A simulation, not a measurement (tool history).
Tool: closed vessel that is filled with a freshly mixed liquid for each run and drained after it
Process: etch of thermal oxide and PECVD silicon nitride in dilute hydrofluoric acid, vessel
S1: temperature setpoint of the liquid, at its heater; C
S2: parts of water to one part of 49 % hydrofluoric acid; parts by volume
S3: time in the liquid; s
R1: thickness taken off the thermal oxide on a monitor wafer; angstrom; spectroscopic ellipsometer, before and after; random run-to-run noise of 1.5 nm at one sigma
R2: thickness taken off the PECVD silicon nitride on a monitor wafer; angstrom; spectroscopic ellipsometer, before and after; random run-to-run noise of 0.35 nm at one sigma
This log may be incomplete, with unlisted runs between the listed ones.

Run 1, hour 0.0: S1 26.0 C, S2 45 parts by volume, S3 480 s. Result: R1 645.58 angstrom, R2 247.60 angstrom.
Run 2, hour 1.1: S1 28.0 C, S2 45 parts by volume, S3 480 s. Result: R1 698.24 angstrom, R2 284.07 angstrom.
Run 3, hour 5.7: S1 28.0 C, S2 45 parts by volume, S3 360 s. Result: R1 534.08 angstrom, R2 211.22 angstrom.
Run 4, hour 12.8: S1 28.0 C, S2 35 parts by volume, S3 360 s. Result: R1 677.63 angstrom, R2 271.00 angstrom.
Run 5, hour 21.2: S1 31.5 C, S2 35 parts by volume, S3 360 s. Result: R1 793.91 angstrom, R2 341.14 angstrom.
Run 6, hour 24.4: S1 31.5 C, S2 25 parts by volume, S3 360 s. Result: R1 1112.40 angstrom, R2 470.80 angstrom.
Run 7, hour 27.4: S1 30.0 C, S2 25 parts by volume, S3 445 s. Result: R1 1326.40 angstrom, R2 527.58 angstrom.

The next listed run, before its measurement:
At hour 30.5: hydrofluoric acid flow meter replaced.
Run 8, hour 30.5: S1 29.0 C, S2 25 parts by volume, S3 490 s. Result: R1 ?, R2 ?.

R1: 1260.90 angstrom
R2: 506.66 angstrom

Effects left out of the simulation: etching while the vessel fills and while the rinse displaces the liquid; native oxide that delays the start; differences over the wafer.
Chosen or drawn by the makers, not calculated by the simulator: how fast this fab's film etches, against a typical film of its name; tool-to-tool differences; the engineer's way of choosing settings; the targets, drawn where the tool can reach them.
